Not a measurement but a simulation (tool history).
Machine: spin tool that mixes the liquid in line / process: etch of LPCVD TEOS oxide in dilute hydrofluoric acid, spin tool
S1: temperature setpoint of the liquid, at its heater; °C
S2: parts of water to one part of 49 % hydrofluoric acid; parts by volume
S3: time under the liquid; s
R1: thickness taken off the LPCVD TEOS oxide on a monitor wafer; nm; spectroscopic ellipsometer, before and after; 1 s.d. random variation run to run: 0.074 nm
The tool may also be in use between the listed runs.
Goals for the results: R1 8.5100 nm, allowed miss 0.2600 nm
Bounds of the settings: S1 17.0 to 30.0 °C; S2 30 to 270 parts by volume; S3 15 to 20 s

run	hour	S1	S2	S3	R1
1	0.0	22.0	150	20	3.4203
2	5.5	19.5	150	20	3.0646
3	14.1	21.0	135	20	3.7152
4	19.8	19.0	135	20	3.4257
5	25.5	19.0	135	20	3.4112
6	26.4	20.5	125	20	3.9212
7	32.7	22.0	115	20	4.6371
8	35.4	23.5	110	20	5.0897
9	37.6	24.5	105	20	5.6338
10	38.4	28.5	80	20	8.9274
11	42.7	28.0	80	20	8.8319

4 next moves are on the table. One of them brings every result within its allowed miss. Which?
A	47.0	28.5	60	15	?
B	47.0	27.5	75	20	?
C	47.0	30.0	95	20	?
D	47.0	29.0	65	15	?

move	R1
A	9.1115
B	9.1473
C	7.7289
D	8.5145
A: misses by more than the last run did
B: misses by more than the last run did
C: pushes the last run's worst result past its target
D: meets every target
So the answer is move D, the one that meets all the targets.
